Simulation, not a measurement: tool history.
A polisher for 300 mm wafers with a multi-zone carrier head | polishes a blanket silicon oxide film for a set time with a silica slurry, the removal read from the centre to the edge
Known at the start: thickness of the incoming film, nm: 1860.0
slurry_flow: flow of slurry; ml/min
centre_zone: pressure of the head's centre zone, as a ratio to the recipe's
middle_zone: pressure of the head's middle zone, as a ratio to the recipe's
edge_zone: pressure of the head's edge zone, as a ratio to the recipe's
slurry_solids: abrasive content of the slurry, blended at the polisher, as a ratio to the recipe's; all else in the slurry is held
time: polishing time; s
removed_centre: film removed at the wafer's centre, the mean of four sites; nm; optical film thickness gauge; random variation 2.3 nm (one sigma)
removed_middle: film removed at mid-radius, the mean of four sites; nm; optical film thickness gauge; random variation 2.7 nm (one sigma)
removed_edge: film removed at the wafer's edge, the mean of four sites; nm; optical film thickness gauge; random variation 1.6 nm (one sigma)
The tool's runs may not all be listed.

| run | hour | slurry_flow | centre_zone | middle_zone | edge_zone | slurry_solids | time | removed_centre | removed_middle | removed_edge |
|---|---|---|---|---|---|---|---|---|---|---|
| 1 | 0.0 | 255 | 1.00 | 1.00 | 1.00 | 1.00 | 63 | 237.89 | 243.78 | 241.66 |
| 2 | 1.5 | 255 | 1.00 | 1.00 | 1.08 | 1.00 | 63 | 241.86 | 243.50 | 253.52 |
| 3 | 8.4 | 255 | 1.00 | 1.00 | 1.08 | 1.00 | 78 | 297.63 | 301.90 | 311.05 |
| 4 | 16.6 | 255 | 0.99 | 1.01 | 1.06 | 0.95 | 77 | 290.33 | 296.65 | 300.29 |
| 5 | 21.5 | 255 | 0.97 | 1.02 | 1.04 | 0.90 | 75 | 268.56 | 292.28 | 284.33 |
| 6 | 22.5 | 255 | 0.96 | 1.02 | 1.02 | 0.85 | 73 | 254.43 | 273.99 | 266.52 |
| 7 | 24.0 | 255 | 0.95 | 1.02 | 1.00 | 0.80 | 72 | 241.44 | 268.57 | 259.44 |
| 8 | 32.8 | 255 | 0.95 | 1.03 | 0.99 | 0.75 | 71 | 241.02 | 262.03 | 245.89 |
| 9 | 37.5 | 255 | 0.94 | 1.03 | 0.98 | 0.70 | 70 | 229.71 | 246.54 | 236.95 |
| 10 | 42.7 | 255 | 0.93 | 1.04 | 0.97 | 0.70 | 69 | 221.64 | 243.16 | 234.51 |
| 11 | 50.6 | 255 | 0.93 | 1.04 | 0.97 | 0.70 | 69 | 223.86 | 246.19 | 231.18 |
| 12 | 51.5 | 255 | 0.92 | 1.04 | 0.96 | 0.70 | 68 | 217.87 | 242.94 | 231.06 |
| 13 | 54.1 | 255 | 0.91 | 1.05 | 0.95 | 0.70 | 67 | 214.45 | 247.97 | 222.33 |

Run 14 comes next. What will it give?
| 14 | 63.0 | 255 | 0.90 | 1.05 | 0.94 | 0.70 | 66 | ? | ? | ? |

{"run 14": {"removed_centre": 207.27, "removed_middle": 236.86, "removed_edge": 222.1}}
